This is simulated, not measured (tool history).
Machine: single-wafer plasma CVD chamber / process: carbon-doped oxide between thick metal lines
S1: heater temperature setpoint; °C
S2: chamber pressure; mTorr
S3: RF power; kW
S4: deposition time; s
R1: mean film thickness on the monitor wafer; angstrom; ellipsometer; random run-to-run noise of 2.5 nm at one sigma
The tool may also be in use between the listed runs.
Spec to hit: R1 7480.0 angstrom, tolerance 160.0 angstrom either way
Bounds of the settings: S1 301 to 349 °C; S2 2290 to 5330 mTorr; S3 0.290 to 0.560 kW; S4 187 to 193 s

{"run": 1, "hour": 0.0, "S1": 325, "S2": 3810, "S3": 0.425, "S4": 187, "R1": 8515.3}
{"run": 2, "hour": 7.5, "S1": 328, "S2": 3600, "S3": 0.415, "S4": 187, "R1": 8170.4}
{"run": 3, "hour": 9.6, "S1": 328, "S2": 3600, "S3": 0.415, "S4": 187, "R1": 8161.7}
{"run": 4, "hour": 11.8, "S1": 328, "S2": 3600, "S3": 0.415, "S4": 187, "R1": 8224.3}
{"run": 5, "hour": 15.7, "S1": 331, "S2": 3440, "S3": 0.41, "S4": 187, "R1": 8020.6}
{"run": 6, "hour": 22.5, "S1": 331, "S2": 3440, "S3": 0.435, "S4": 187, "R1": 8362.8}
{"run": 7, "hour": 23.8, "S1": 333, "S2": 3270, "S3": 0.425, "S4": 187, "R1": 8112.4}
{"run": 8, "hour": 26.9, "S1": 335, "S2": 3130, "S3": 0.42, "S4": 187, "R1": 7953.1}
{"run": 9, "hour": 29.3, "S1": 337, "S2": 3020, "S3": 0.415, "S4": 187, "R1": 7834.9}
{"run": 10, "hour": 32.9, "S1": 338, "S2": 2940, "S3": 0.41, "S4": 187, "R1": 7694.0}
{"run": 11, "hour": 39.7, "S1": 339, "S2": 2890, "S3": 0.41, "S4": 187, "R1": 7654.0}

5 next moves are on the table. One of them brings every result within its allowed miss. Which?
{"run": "A", "hour": 46.5, "S1": 341, "S2": 3030, "S3": 0.39, "S4": 189, "R1": "?"}
{"run": "B", "hour": 46.5, "S1": 327, "S2": 3070, "S3": 0.38, "S4": 193, "R1": "?"}
{"run": "C", "hour": 46.5, "S1": 339, "S2": 2940, "S3": 0.41, "S4": 192, "R1": "?"}
{"run": "D", "hour": 46.5, "S1": 343, "S2": 2780, "S3": 0.42, "S4": 188, "R1": "?"}
{"run": "E", "hour": 46.5, "S1": 340, "S2": 3090, "S3": 0.405, "S4": 192, "R1": "?"}

move=A R1=7457.8
move=B R1=7774.0
move=C R1=7919.4
move=D R1=7796.7
move=E R1=7852.2
A: every result lands within tolerance
B: misses by more than the last run did
C: misses by more than the last run did
D: misses by more than the last run did
E: misses by more than the last run did
The right move is A.
